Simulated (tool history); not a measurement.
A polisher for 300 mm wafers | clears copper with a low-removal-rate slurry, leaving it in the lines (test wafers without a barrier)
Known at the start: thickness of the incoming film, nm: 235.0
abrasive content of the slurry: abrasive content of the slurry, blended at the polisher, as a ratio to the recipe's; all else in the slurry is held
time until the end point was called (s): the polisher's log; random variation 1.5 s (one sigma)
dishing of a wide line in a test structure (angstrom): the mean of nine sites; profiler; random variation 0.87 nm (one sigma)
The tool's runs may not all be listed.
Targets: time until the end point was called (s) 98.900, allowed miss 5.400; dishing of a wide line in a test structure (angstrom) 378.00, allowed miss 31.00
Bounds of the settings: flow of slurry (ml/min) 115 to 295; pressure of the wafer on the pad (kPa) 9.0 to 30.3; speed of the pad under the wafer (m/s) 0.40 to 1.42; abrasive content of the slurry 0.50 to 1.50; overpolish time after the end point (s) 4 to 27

run  hour  flow of slurry (ml/min)  pressure of the wafer on the pad (kPa)  speed of the pad under the wafer (m/s)  abrasive content of the slurry  overpolish time after the end point (s)  time until the end point was called (s)  dishing of a wide line in a test structure (angstrom)
  1   0.0                      190                                    19.3                                    0.90                            1.00                                       14                                   99.056                                                 243.90
  2   7.8                      190                                    22.8                                    0.90                            1.00                                       14                                   85.566                                                 270.63
  3  10.4                      190                                    22.8                                    0.90                            1.10                                       14                                   83.699                                                 273.72
  4  11.9                      190                                    22.1                                    0.90                            1.10                                       15                                   86.385                                                 288.08
  5  20.5                      155                                    22.1                                    0.90                            1.10                                       15                                   89.628                                                 286.07
  6  21.0                      150                                    21.4                                    0.90                            1.10                                       16                                   92.052                                                 276.77
  7  29.7                      150                                    20.7                                    0.90                            1.10                                       18                                   94.286                                                 305.62
  8  32.7                      150                                    20.7                                    0.90                            1.10                                       19                                   92.015                                                 329.09
  9  40.4                      150                                    20.0                                    0.90                            1.10                                       20                                   96.965                                                 322.06

5 next moves are on the table. One of them brings every result within its allowed miss. Which?
  A  48.1                      115                                    28.3                                    0.70                            1.15                                       17                                        ?                                                      ?
  B  48.1                      145                                    20.0                                    1.02                            0.95                                       16                                        ?                                                      ?
  C  48.1                      140                                    17.9                                    0.90                            1.10                                       17                                        ?                                                      ?
  D  48.1                      140                                    20.7                                    0.86                            1.10                                       24                                        ?                                                      ?
  E  48.1                      195                                    19.3                                    0.86                            1.35                                       13                                        ?                                                      ?

move  time until the end point was called (s)  dishing of a wide line in a test structure (angstrom)
   A                                  103.380                                                 282.51
   B                                   92.384                                                 293.55
   C                                  108.090                                                 268.95
   D                                  102.580                                                 380.54
   E                                   95.352                                                 237.02
A: further off than the last run
B: further off than the last run
C: further off than the last run
D: meets every target
E: further off than the last run
Answer: D
